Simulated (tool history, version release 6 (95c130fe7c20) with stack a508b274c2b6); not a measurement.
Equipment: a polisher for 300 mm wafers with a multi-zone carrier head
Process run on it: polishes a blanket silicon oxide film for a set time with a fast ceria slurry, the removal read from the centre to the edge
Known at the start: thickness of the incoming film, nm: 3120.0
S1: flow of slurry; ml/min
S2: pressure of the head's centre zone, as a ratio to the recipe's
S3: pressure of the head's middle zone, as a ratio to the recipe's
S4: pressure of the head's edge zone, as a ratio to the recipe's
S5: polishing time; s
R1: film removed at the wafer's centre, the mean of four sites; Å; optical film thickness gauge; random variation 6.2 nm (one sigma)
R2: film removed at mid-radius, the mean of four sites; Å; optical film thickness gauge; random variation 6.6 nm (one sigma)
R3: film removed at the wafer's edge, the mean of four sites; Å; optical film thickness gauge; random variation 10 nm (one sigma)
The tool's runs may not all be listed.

run,hour,S1,S2,S3,S4,S5,R1,R2,R3
1,0.0,280,1.00,1.00,1.00,76,9660.0,9472.8,9943.7
2,5.9,275,0.98,0.98,0.98,74,9244.1,9037.1,9622.7
3,10.7,315,0.98,0.98,0.98,74,9566.6,9182.8,9714.6
4,16.8,315,0.91,0.98,0.98,74,8618.2,9256.2,9638.2
5,24.3,315,0.91,0.98,1.06,74,8992.8,9225.3,9841.2
6,30.6,380,0.91,0.98,1.06,74,9041.4,9406.6,10080.0
7,33.0,375,0.91,0.97,1.04,72,8735.8,8994.3,9794.4
8,35.8,375,0.91,0.97,1.04,72,8814.1,9183.8,9915.4
9,41.1,355,0.91,0.96,1.02,70,8480.9,8632.1,9463.8
10,47.7,345,0.91,0.96,1.00,69,8336.1,8413.0,9222.9
11,50.3,335,0.90,0.96,0.98,68,7981.8,8360.0,9178.1
12,56.3,325,0.91,0.96,0.97,66,7870.7,8170.4,8753.8
13,64.4,320,0.91,0.95,0.96,65,7692.3,8051.9,8395.8

Predict the results of run 14:
14,66.0,315,0.90,0.93,0.96,65,?,?,?

Run 14 yielded R1 7661.3 Å, R2 7878.5 Å, R3 8631.1 Å.
